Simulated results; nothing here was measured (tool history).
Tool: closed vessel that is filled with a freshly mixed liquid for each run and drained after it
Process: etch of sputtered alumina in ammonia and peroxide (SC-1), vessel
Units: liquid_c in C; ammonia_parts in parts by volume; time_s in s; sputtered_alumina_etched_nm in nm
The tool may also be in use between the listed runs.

{"run": 1, "day": 0.0, "liquid_c": 55.0, "ammonia_parts": 0.65, "time_s": 110, "sputtered_alumina_etched_nm": 11.985}
{"run": 2, "day": 0.383, "liquid_c": 53.5, "ammonia_parts": 0.65, "time_s": 110, "sputtered_alumina_etched_nm": 11.1}
{"run": 3, "day": 0.717, "liquid_c": 52.0, "ammonia_parts": 0.65, "time_s": 110, "sputtered_alumina_etched_nm": 10.224}
{"run": 4, "day": 0.779, "liquid_c": 51.0, "ammonia_parts": 0.65, "time_s": 110, "sputtered_alumina_etched_nm": 9.7648}
{"run": 5, "day": 1.067, "liquid_c": 50.0, "ammonia_parts": 0.65, "time_s": 110, "sputtered_alumina_etched_nm": 9.1472}
{"run": 6, "day": 1.412, "liquid_c": 50.0, "ammonia_parts": 0.65, "time_s": 120, "sputtered_alumina_etched_nm": 9.9738}
{"run": 7, "day": 1.646, "liquid_c": 49.0, "ammonia_parts": 0.65, "time_s": 120, "sputtered_alumina_etched_nm": 9.4541}
{"run": 8, "day": 1.938, "liquid_c": 48.0, "ammonia_parts": 0.65, "time_s": 120, "sputtered_alumina_etched_nm": 9.0088}

Forecast run 9:
{"run": 9, "day": 2.054, "liquid_c": 47.5, "ammonia_parts": 0.65, "time_s": 120, "sputtered_alumina_etched_nm": "?"}

Run 9 gave sputtered_alumina_etched_nm 8.7719 nm.
